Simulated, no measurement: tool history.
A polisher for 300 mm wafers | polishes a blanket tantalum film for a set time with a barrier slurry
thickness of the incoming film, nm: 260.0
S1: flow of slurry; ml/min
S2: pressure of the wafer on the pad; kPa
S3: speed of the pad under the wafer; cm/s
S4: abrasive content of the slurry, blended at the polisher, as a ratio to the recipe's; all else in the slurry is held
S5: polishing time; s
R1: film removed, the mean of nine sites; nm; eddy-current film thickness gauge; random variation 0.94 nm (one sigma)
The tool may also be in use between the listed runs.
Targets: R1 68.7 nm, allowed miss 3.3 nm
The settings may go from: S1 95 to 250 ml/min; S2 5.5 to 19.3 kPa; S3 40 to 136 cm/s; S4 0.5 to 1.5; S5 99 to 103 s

run  hour   S1    S2  S3  S4   S5      R1
  1     0  160  12.4  88   1   99  121.21
  2     8  160  11.7  88   1   99   116.3
  3  13.1  160    11  86   1   99  106.81
  4  17.8  160  10.3  86   1   99  98.874
  5    23  160  10.3  86   1  103  103.54
  6  27.3  160   9.7  86   1  103  99.402
  7  28.9  160     9  86   1  103  91.116
  8    33  160   8.3  86   1  103  84.309

Which of these 5 next moves meets every target?
  A  37.1  180   6.2  102  0.95  100   ?
  B  37.1  150  10.3   88   0.9   99   ?
  C  37.1  140     9   82   0.6   99   ?
  D  37.1  165  10.3  100  1.05  103   ?
  E  37.1  115   9.7  112   0.6  103   ?

move      R1
   A  69.115
   B  98.059
   C  74.401
   D  115.52
   E  98.434
A: meets every target
B: further off than the last run
C: nearer than the last run, and not there yet
D: further off than the last run
E: further off than the last run
Move A is the one to make.
